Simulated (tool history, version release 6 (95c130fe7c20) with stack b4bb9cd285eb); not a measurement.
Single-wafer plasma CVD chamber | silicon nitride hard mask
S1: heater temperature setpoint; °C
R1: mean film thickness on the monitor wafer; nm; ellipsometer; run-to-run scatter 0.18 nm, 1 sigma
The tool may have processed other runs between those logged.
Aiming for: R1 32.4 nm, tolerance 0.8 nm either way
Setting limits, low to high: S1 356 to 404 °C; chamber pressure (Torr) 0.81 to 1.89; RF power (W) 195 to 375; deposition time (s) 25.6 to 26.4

{"run": 1, "day": 0.0, "S1": 380, "chamber pressure (Torr)": 1.35, "RF power (W)": 285, "deposition time (s)": 25.6, "R1": 27.886}
{"run": 2, "day": 0.196, "S1": 380, "chamber pressure (Torr)": 1.44, "RF power (W)": 290, "deposition time (s)": 25.6, "R1": 28.573}
{"run": 3, "day": 0.283, "S1": 369, "chamber pressure (Torr)": 1.44, "RF power (W)": 290, "deposition time (s)": 25.6, "R1": 28.959}
{"run": 4, "day": 0.567, "S1": 369, "chamber pressure (Torr)": 1.51, "RF power (W)": 295, "deposition time (s)": 25.6, "R1": 29.602}
{"run": 5, "day": 0.771, "S1": 369, "chamber pressure (Torr)": 1.51, "RF power (W)": 295, "deposition time (s)": 25.6, "R1": 29.51}
{"run": 6, "day": 1.071, "S1": 369, "chamber pressure (Torr)": 1.6, "RF power (W)": 295, "deposition time (s)": 25.6, "R1": 29.768}
{"run": 7, "day": 1.133, "S1": 369, "chamber pressure (Torr)": 1.62, "RF power (W)": 300, "deposition time (s)": 25.6, "R1": 30.433}
{"run": 8, "day": 1.458, "S1": 369, "chamber pressure (Torr)": 1.65, "RF power (W)": 305, "deposition time (s)": 25.6, "R1": 30.961}
{"run": 9, "day": 1.812, "S1": 369, "chamber pressure (Torr)": 1.68, "RF power (W)": 310, "deposition time (s)": 25.6, "R1": 31.323}
{"run": 10, "day": 2.071, "S1": 369, "chamber pressure (Torr)": 1.7, "RF power (W)": 310, "deposition time (s)": 25.6, "R1": 31.607}

Below are 5 possible settings for the next run. Only one of them brings all results inside the allowed miss of their targets. Which is it?
{"run": "A", "day": 2.329, "S1": 373, "chamber pressure (Torr)": 1.68, "RF power (W)": 290, "deposition time (s)": 25.6, "R1": "?"}
{"run": "B", "day": 2.329, "S1": 377, "chamber pressure (Torr)": 1.88, "RF power (W)": 295, "deposition time (s)": 26.4, "R1": "?"}
{"run": "C", "day": 2.329, "S1": 367, "chamber pressure (Torr)": 1.74, "RF power (W)": 290, "deposition time (s)": 25.6, "R1": "?"}
{"run": "D", "day": 2.329, "S1": 384, "chamber pressure (Torr)": 1.48, "RF power (W)": 325, "deposition time (s)": 25.6, "R1": "?"}
{"run": "E", "day": 2.329, "S1": 371, "chamber pressure (Torr)": 1.69, "RF power (W)": 295, "deposition time (s)": 25.9, "R1": "?"}

move=A R1=29.951
move=B R1=32.092
move=C R1=30.302
move=D R1=31.016
move=E R1=30.721
A: misses by more than the last run did
B: hits every target within its allowed miss
C: misses by more than the last run did
D: misses by more than the last run did
E: misses by more than the last run did
Go with B: it meets all targets.

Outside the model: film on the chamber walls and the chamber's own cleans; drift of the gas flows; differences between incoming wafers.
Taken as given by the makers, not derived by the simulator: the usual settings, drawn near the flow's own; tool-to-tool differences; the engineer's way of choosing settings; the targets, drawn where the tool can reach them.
